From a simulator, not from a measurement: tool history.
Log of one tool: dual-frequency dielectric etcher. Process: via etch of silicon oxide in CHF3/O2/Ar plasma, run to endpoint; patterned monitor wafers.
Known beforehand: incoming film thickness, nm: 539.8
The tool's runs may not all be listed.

run  hour  source power (W)  bias power (W)  endpoint time (s)
  1   0.0               630             203             293.01
  2   5.0               630             179             304.50
  3   6.0               630             149             318.09
  4  11.3               680             158             307.65
  5  14.8               720             170             294.94
  6  16.4               610             170             311.33

Forecast run 7:
  7  17.9               650             181                  ?

{"run 7": {"endpoint time (s)": 300.99}}

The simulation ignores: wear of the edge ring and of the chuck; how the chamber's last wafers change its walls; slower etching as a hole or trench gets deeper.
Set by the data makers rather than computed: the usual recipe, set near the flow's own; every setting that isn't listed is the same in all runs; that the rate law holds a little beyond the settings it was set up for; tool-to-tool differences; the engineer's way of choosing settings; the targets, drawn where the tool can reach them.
